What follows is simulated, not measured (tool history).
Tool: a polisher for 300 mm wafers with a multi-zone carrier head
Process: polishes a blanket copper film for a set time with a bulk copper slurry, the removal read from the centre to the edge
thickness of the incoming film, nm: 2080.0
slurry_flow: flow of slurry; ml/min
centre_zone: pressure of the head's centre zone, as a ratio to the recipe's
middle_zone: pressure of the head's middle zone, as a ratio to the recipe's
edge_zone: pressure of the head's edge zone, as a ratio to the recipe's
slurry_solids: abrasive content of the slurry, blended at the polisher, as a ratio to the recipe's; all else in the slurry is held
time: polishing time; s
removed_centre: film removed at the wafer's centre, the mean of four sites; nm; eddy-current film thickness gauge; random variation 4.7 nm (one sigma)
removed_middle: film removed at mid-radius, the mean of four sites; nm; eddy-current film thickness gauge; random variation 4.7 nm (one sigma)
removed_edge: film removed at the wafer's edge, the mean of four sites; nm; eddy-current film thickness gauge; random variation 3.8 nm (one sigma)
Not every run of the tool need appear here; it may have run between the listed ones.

run,hour,slurry_flow,centre_zone,middle_zone,edge_zone,slurry_solids,time,removed_centre,removed_middle,removed_edge
1,0.0,145,1.00,1.00,1.00,1.00,57,596.44,575.25,594.41
2,2.9,140,0.99,0.97,0.97,0.85,53,536.79,508.25,524.21
3,5.8,115,0.99,0.97,0.97,0.85,53,517.83,494.75,517.79
4,13.5,115,0.99,0.97,0.97,0.85,47,453.47,437.74,468.42
5,19.9,115,0.99,0.97,0.97,0.85,52,507.68,485.74,512.01
6,28.1,140,0.99,0.97,0.97,0.85,52,522.97,509.33,514.60
7,32.9,125,0.96,0.87,0.90,0.60,36,335.02,294.49,321.58
8,35.4,135,0.97,0.88,0.93,0.60,36,332.36,296.17,336.73
9,39.2,140,0.99,0.90,0.94,0.60,36,340.62,318.23,335.60
10,46.6,145,1.00,0.90,0.95,0.65,36,357.10,305.82,333.60

Run 11 has not been measured yet. What should we expect?
11,51.5,145,1.00,0.91,0.96,0.70,36,?,?,?

removed_centre: 346.21 nm
removed_middle: 325.60 nm
removed_edge: 345.35 nm
